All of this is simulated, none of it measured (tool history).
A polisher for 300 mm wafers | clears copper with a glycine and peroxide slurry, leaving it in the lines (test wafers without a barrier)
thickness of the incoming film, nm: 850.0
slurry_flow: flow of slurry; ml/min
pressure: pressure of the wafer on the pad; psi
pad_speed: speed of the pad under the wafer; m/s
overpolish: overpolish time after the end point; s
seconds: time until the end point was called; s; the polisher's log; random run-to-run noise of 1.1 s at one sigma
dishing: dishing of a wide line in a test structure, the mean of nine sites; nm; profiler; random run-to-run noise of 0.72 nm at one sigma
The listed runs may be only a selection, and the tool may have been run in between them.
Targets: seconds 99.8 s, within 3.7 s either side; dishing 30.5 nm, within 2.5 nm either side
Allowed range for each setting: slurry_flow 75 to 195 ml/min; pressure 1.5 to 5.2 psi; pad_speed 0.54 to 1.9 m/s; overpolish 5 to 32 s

run,hour,slurry_flow,pressure,pad_speed,overpolish,seconds,dishing
1,0,125,3.3,1.22,16,99.932,74.835
2,6.8,110,2.9,1.38,12,104.92,58.524
3,10.8,135,2.9,1.38,12,98.533,60.173
4,18,155,2.9,1.38,12,96.618,59.603
5,26.3,130,2.9,1.38,12,97.991,58.555
6,30.8,130,2.9,1.58,12,88.867,66.114
7,34.3,150,2.5,1.6,10,99.175,55.402
8,37.3,165,2.7,1.4,8,99.703,43.071
9,45.1,175,2.8,1.3,7,101.12,38.084
10,48.1,180,2.9,1.24,6,103.31,34.443
11,53.1,180,2.9,1.24,6,102.17,34.487
12,59.8,185,3,1.2,6,102.54,34.421

4 next moves are on the table. One of them brings every result within its allowed miss. Which?
A,66.5,190,2.8,1.2,7,?,?
B,66.5,180,2.8,1.16,7,?,?
C,66.5,175,3.4,0.98,7,?,?
D,66.5,185,2.9,1.3,5,?,?

move,seconds,dishing
A,107.77,37.319
B,111.47,36.318
C,107.78,37.622
D,98.691,30.258
A: the biggest miss grows against the last run
B: the biggest miss grows against the last run
C: the biggest miss grows against the last run
D: every result within its allowed miss
The right move is D.
